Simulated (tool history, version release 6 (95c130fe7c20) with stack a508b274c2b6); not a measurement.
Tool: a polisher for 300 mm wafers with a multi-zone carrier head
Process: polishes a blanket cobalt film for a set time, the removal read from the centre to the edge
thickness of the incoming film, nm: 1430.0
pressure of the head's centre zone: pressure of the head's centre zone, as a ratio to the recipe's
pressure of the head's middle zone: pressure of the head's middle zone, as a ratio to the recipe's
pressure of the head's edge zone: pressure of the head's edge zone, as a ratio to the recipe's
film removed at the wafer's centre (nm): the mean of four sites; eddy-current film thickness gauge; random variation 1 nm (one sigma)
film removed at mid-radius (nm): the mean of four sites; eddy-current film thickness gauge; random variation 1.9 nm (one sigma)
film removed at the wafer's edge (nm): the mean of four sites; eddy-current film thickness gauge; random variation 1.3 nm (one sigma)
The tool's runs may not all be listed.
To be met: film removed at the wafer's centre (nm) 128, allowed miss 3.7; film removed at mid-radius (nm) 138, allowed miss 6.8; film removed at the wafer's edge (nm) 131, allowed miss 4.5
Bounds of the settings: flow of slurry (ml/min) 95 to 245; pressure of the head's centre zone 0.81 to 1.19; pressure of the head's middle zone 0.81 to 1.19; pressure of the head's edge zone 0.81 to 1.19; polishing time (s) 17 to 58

run	day	flow of slurry (ml/min)	pressure of the head's centre zone	pressure of the head's middle zone	pressure of the head's edge zone	polishing time (s)	film removed at the wafer's centre (nm)	film removed at mid-radius (nm)	film removed at the wafer's edge (nm)
1	0	155	1	1	1	37	171.55	170.59	168.78
2	0.196	155	1	1.03	1	37	170.62	174.7	166.27
3	0.429	155	1	1.11	1	37	171.54	181.21	168.77
4	0.733	155	1	1.11	1.03	37	171.04	183.82	164.42
5	0.992	155	1	1.11	1.03	30	141.32	149.53	137.23
6	1.142	155	1	1.11	1.08	30	139.48	144.95	137.34
7	1.417	145	0.99	1.11	1.08	30	136.53	146.62	136.06
8	1.554	135	0.99	1.1	1.08	30	132.15	143.92	136.79

Which of these 5 next moves meets every target?
A	1.692	135	0.95	1.06	1.08	32	?	?	?
B	1.692	160	0.98	1.11	1.12	28	?	?	?
C	1.692	165	0.92	1.13	1.01	30	?	?	?
D	1.692	140	0.93	0.96	1.19	31	?	?	?
E	1.692	110	0.93	0.97	1.15	33	?	?	?

move	film removed at the wafer's centre (nm)	film removed at mid-radius (nm)	film removed at the wafer's edge (nm)
A	138	147.37	146.08
B	128.65	136.77	132.15
C	130.04	149.1	136.75
D	131.71	134.65	147.68
E	133.28	138	150.31
A: further off than the last run
B: meets every target
C: further off than the last run
D: further off than the last run
E: further off than the last run
Move B is the one to make.
